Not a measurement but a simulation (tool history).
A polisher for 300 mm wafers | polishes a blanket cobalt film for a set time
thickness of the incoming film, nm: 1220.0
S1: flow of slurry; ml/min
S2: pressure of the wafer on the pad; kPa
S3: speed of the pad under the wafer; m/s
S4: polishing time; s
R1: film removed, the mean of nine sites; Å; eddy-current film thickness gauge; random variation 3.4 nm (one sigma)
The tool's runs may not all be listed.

Run 1, day 0.000: S1 315 ml/min, S2 11.0 kPa, S3 1.22 m/s, S4 100 s. Result: R1 4603.7 Å.
Run 2, day 0.271: S1 315 ml/min, S2 13.1 kPa, S3 1.22 m/s, S4 100 s. Result: R1 5445.4 Å.
Run 3, day 0.629: S1 315 ml/min, S2 13.1 kPa, S3 1.42 m/s, S4 100 s. Result: R1 6215.9 Å.
Run 4, day 0.958: S1 315 ml/min, S2 12.4 kPa, S3 1.40 m/s, S4 100 s. Result: R1 5971.9 Å.
Run 5, day 1.271: S1 315 ml/min, S2 11.7 kPa, S3 1.38 m/s, S4 100 s. Result: R1 5629.3 Å.
At day 1.517: worn pad replaced by a new one.
Run 6, day 1.517: S1 315 ml/min, S2 11.7 kPa, S3 1.38 m/s, S4 105 s. Result: R1 6249.5 Å.
Run 7, day 1.838: S1 315 ml/min, S2 11.0 kPa, S3 1.34 m/s, S4 105 s. Result: R1 5659.0 Å.
Run 8, day 2.142: S1 315 ml/min, S2 10.3 kPa, S3 1.32 m/s, S4 105 s. Result: R1 5219.2 Å.
Run 9, day 2.275: S1 315 ml/min, S2 9.7 kPa, S3 1.30 m/s, S4 105 s. Result: R1 4779.4 Å.

Forecast run 10:
Run 10, day 2.392: S1 315 ml/min, S2 9.0 kPa, S3 1.30 m/s, S4 105 s. Result: R1 ?.

Run 10 gave R1 4491.1 Å.
